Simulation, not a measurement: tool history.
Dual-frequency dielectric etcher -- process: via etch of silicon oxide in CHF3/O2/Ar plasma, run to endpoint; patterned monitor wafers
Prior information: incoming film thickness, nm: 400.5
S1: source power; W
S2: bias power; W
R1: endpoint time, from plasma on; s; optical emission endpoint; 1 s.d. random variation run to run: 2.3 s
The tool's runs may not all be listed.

Run 1, hour 0.0: S1 490 W, S2 163 W. Result: R1 231.38 s.
Run 2, hour 7.6: S1 490 W, S2 180 W. Result: R1 214.51 s.
Run 3, hour 13.6: S1 540 W, S2 180 W. Result: R1 206.42 s.
Run 4, hour 20.9: S1 540 W, S2 200 W. Result: R1 196.04 s.
Run 5, hour 29.5: S1 540 W, S2 216 W. Result: R1 193.68 s.
Run 6, hour 33.9: S1 540 W, S2 229 W. Result: R1 188.00 s.
Run 7, hour 39.0: S1 460 W, S2 209 W. Result: R1 208.58 s.
Run 8, hour 46.4: S1 410 W, S2 194 W. Result: R1 230.09 s.
Run 9, hour 50.4: S1 380 W, S2 189 W. Result: R1 242.18 s.

What will run 10 give?
Run 10, hour 57.8: S1 380 W, S2 189 W. Result: R1 ?.

Run 10 gave R1 237.83 s.
